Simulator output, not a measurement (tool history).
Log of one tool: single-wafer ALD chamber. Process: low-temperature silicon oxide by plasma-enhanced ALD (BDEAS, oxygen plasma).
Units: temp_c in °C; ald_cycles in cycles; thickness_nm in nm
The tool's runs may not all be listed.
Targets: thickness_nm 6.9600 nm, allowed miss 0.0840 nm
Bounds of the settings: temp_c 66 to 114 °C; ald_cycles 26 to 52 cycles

run 1 day=0.000 | temp_c=90 ald_cycles=39 | thickness_nm=5.6784
run 2 day=0.267 | temp_c=100 ald_cycles=39 | thickness_nm=5.5124
run 3 day=0.433 | temp_c=108 ald_cycles=39 | thickness_nm=5.4539
run 4 day=0.492 | temp_c=114 ald_cycles=39 | thickness_nm=5.3743
run 5 day=0.775 | temp_c=114 ald_cycles=39 | thickness_nm=5.3580
run 6 day=0.921 | temp_c=105 ald_cycles=41 | thickness_nm=5.7156
run 7 day=1.071 | temp_c=98 ald_cycles=43 | thickness_nm=6.1313
run 8 day=1.417 | temp_c=86 ald_cycles=45 | thickness_nm=6.6397

5 next moves are on the table. One of them brings every result within its allowed miss. Which?
run A day=1.762 | temp_c=80 ald_cycles=45 | thickness_nm=?
run B day=1.762 | temp_c=84 ald_cycles=47 | thickness_nm=?
run C day=1.762 | temp_c=89 ald_cycles=46 | thickness_nm=?
run D day=1.762 | temp_c=84 ald_cycles=45 | thickness_nm=?
run E day=1.762 | temp_c=75 ald_cycles=44 | thickness_nm=?

move=A thickness_nm=6.7293
move=B thickness_nm=6.9448
move=C thickness_nm=6.6947
move=D thickness_nm=6.6492
move=E thickness_nm=6.6777
A: nearer than the last run, and not there yet
B: meets every target
C: nearer than the last run, and not there yet
D: as far off as the last run
E: nearer than the last run, and not there yet
The right move is B.
